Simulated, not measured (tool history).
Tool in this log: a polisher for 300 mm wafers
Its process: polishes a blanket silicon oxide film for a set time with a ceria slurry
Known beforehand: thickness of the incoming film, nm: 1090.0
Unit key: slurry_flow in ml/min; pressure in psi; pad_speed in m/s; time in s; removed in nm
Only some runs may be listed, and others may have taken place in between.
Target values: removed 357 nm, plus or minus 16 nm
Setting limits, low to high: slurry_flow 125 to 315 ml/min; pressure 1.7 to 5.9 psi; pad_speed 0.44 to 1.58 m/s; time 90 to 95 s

run 1 day=0 | slurry_flow=205 pressure=3.8 pad_speed=1 time=90 | removed=481.13
run 2 day=0.292 | slurry_flow=205 pressure=3.5 pad_speed=1 time=90 | removed=452.36
run 3 day=0.45 | slurry_flow=205 pressure=3.5 pad_speed=1.1 time=90 | removed=494.03
run 4 day=0.479 | slurry_flow=205 pressure=3.2 pad_speed=1.1 time=90 | removed=471.06
run 5 day=0.725 | slurry_flow=205 pressure=2.9 pad_speed=1.1 time=90 | removed=447.09
run 6 day=0.858 | slurry_flow=205 pressure=2.9 pad_speed=0.94 time=90 | removed=385.52
run 7 day=1.021 | slurry_flow=205 pressure=2.8 pad_speed=0.94 time=90 | removed=376.58
-- day=1.196 slurry nozzle cleaned
run 8 day=1.196 | slurry_flow=205 pressure=2.7 pad_speed=0.94 time=90 | removed=375.64
run 9 day=1.308 | slurry_flow=205 pressure=2.7 pad_speed=0.94 time=90 | removed=390

5 candidate next runs follow, results not yet known. Just one meets every target within its allowed miss. Identify it.
run A day=1.421 | slurry_flow=190 pressure=3.4 pad_speed=0.86 time=90 | removed=?
run B day=1.421 | slurry_flow=185 pressure=2.8 pad_speed=0.84 time=91 | removed=?
run C day=1.421 | slurry_flow=230 pressure=2.9 pad_speed=0.88 time=91 | removed=?
run D day=1.421 | slurry_flow=200 pressure=2.7 pad_speed=0.94 time=94 | removed=?
run E day=1.421 | slurry_flow=215 pressure=2.1 pad_speed=1.02 time=95 | removed=?

move=A removed=414.41
move=B removed=367.33
move=C removed=397.72
move=D removed=414.85
move=E removed=401.58
A: its largest miss is bigger than the last run's
B: each result inside its tolerance
C: its largest miss is bigger than the last run's
D: its largest miss is bigger than the last run's
E: its largest miss is bigger than the last run's
Move B is the one to make.

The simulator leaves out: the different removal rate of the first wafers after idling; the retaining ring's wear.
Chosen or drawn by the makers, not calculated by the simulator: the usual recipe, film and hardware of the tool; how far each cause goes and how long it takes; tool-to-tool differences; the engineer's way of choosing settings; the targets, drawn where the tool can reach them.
